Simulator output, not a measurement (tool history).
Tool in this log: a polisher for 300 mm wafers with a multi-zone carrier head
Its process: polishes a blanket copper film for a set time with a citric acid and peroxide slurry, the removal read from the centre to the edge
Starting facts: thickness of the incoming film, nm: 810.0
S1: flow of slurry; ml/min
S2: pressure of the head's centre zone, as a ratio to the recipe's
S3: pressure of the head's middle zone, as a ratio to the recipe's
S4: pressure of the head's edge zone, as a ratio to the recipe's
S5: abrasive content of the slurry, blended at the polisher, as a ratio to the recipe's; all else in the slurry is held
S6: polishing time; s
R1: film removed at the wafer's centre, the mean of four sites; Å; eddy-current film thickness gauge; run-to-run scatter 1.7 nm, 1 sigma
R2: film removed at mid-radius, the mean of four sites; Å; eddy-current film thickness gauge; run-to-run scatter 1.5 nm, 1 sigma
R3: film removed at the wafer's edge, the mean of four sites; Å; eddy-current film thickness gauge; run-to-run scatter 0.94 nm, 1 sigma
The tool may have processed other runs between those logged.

| run | day | S1 | S2 | S3 | S4 | S5 | S6 | R1 | R2 | R3 |
|---|---|---|---|---|---|---|---|---|---|---|
| 1 | 0.000 | 175 | 1.00 | 1.00 | 1.00 | 1.00 | 82 | 1912.9 | 1928.7 | 2002.3 |
| 2 | 0.038 | 175 | 1.00 | 1.00 | 1.00 | 0.80 | 82 | 1870.3 | 1853.3 | 1895.5 |
| 3 | 0.396 | 175 | 1.00 | 1.00 | 0.96 | 0.80 | 82 | 1848.3 | 1812.1 | 1841.4 |
| 4 | 0.625 | 155 | 0.93 | 0.94 | 0.95 | 0.70 | 79 | 1596.1 | 1629.8 | 1719.7 |
| 5 | 0.700 | 155 | 0.93 | 0.94 | 0.95 | 0.70 | 99 | 1956.0 | 2059.8 | 2166.4 |
| 6 | 0.917 | 155 | 0.93 | 0.87 | 0.95 | 0.70 | 99 | 2040.7 | 1896.7 | 2137.9 |

Expected results for the next run?
| 7 | 1.071 | 140 | 0.89 | 0.85 | 0.95 | 0.65 | 89 | ? | ? | ? |

For run 7 the tool returned R1 1692.3 Å, R2 1634.2 Å, R3 1880.3 Å.
